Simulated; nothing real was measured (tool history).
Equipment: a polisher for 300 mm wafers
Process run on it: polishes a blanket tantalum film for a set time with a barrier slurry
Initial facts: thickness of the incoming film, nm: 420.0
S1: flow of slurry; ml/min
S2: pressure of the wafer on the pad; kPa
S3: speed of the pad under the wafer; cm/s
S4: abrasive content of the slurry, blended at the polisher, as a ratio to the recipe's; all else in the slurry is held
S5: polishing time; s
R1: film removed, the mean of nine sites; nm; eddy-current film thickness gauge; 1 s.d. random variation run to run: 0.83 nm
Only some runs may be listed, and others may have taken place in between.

{"run": 1, "hour": 0.0, "S1": 320, "S2": 14.5, "S3": 110, "S4": 1, "S5": 76, "R1": 130.81}
{"run": 2, "hour": 5.7, "S1": 320, "S2": 14.5, "S3": 110, "S4": 1, "S5": 79, "R1": 135.3}
{"run": 3, "hour": 13.7, "S1": 320, "S2": 14.5, "S3": 124, "S4": 1, "S5": 79, "R1": 150.15}
{"run": 4, "hour": 16.2, "S1": 320, "S2": 14.5, "S3": 124, "S4": 1, "S5": 76, "R1": 148.31}
{"run": 5, "hour": 19.1, "S1": 320, "S2": 13.8, "S3": 124, "S4": 1, "S5": 76, "R1": 140.6}
{"run": 6, "hour": 25.1, "S1": 320, "S2": 13.1, "S3": 124, "S4": 1, "S5": 76, "R1": 133.38}
{"hour": 28.8, "done": "slurry nozzle cleaned"}
{"run": 7, "hour": 28.8, "S1": 320, "S2": 12.4, "S3": 124, "S4": 1, "S5": 76, "R1": 129.38}
{"run": 8, "hour": 34.6, "S1": 320, "S2": 11.7, "S3": 124, "S4": 1, "S5": 76, "R1": 122.76}
{"run": 9, "hour": 36.4, "S1": 320, "S2": 8.3, "S3": 124, "S4": 1, "S5": 76, "R1": 91.095}
{"run": 10, "hour": 37.2, "S1": 325, "S2": 9.7, "S3": 124, "S4": 1, "S5": 76, "R1": 104.13}
{"run": 11, "hour": 39.2, "S1": 320, "S2": 9.7, "S3": 124, "S4": 1, "S5": 76, "R1": 104.47}

Expected results for the next run?
{"run": 12, "hour": 48.1, "S1": 320, "S2": 9, "S3": 124, "S4": 1, "S5": 76, "R1": "?"}

R1: 96.774 nm

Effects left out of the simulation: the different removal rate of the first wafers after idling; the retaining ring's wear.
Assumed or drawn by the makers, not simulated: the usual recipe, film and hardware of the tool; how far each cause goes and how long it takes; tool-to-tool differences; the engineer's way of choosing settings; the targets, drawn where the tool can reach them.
